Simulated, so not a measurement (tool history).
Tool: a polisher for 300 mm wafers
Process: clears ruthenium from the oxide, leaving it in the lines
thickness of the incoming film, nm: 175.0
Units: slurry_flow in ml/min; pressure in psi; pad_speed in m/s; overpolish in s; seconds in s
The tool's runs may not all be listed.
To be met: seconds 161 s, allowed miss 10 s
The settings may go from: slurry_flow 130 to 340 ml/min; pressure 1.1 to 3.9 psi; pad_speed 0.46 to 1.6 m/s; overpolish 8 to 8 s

Run 1, hour 0: slurry_flow 220 ml/min, pressure 2.5 psi, pad_speed 1.02 m/s, overpolish 8 s. Result: seconds 114.13 s.
Run 2, hour 1.5: slurry_flow 270 ml/min, pressure 2.5 psi, pad_speed 1.02 m/s, overpolish 8 s. Result: seconds 110.56 s.
Run 3, hour 10.1: slurry_flow 270 ml/min, pressure 1.9 psi, pad_speed 1.02 m/s, overpolish 8 s. Result: seconds 144.61 s.
Run 4, hour 18.2: slurry_flow 220 ml/min, pressure 1.9 psi, pad_speed 1.02 m/s, overpolish 8 s. Result: seconds 146.7 s.
Run 5, hour 22: slurry_flow 220 ml/min, pressure 1.9 psi, pad_speed 1.26 m/s, overpolish 8 s. Result: seconds 121.68 s.
Run 6, hour 28.4: slurry_flow 220 ml/min, pressure 1.8 psi, pad_speed 1.26 m/s, overpolish 8 s. Result: seconds 127.96 s.
Run 7, hour 31.7: slurry_flow 220 ml/min, pressure 1.7 psi, pad_speed 1.26 m/s, overpolish 8 s. Result: seconds 131.54 s.
Run 8, hour 34.9: slurry_flow 220 ml/min, pressure 1.6 psi, pad_speed 1.26 m/s, overpolish 8 s. Result: seconds 143.09 s.

Which of these 5 next moves meets every target?
Run A, hour 38.1: slurry_flow 215 ml/min, pressure 1.2 psi, pad_speed 1.2 m/s, overpolish 8 s. Result: seconds ?.
Run B, hour 38.1: slurry_flow 250 ml/min, pressure 1.3 psi, pad_speed 1.12 m/s, overpolish 8 s. Result: seconds ?.
Run C, hour 38.1: slurry_flow 245 ml/min, pressure 1.4 psi, pad_speed 1.14 m/s, overpolish 8 s. Result: seconds ?.
Run D, hour 38.1: slurry_flow 205 ml/min, pressure 1.3 psi, pad_speed 1.42 m/s, overpolish 8 s. Result: seconds ?.
Run E, hour 38.1: slurry_flow 145 ml/min, pressure 1.5 psi, pad_speed 1.12 m/s, overpolish 8 s. Result: seconds ?.

move  seconds
   A   203.08
   B   198.16
   C   181.97
   D   160.69
   E   185.51
A: takes the result that was furthest off past its target
B: takes the result that was furthest off past its target
C: takes the result that was furthest off past its target
D: meets every target
E: takes the result that was furthest off past its target
Answer: D

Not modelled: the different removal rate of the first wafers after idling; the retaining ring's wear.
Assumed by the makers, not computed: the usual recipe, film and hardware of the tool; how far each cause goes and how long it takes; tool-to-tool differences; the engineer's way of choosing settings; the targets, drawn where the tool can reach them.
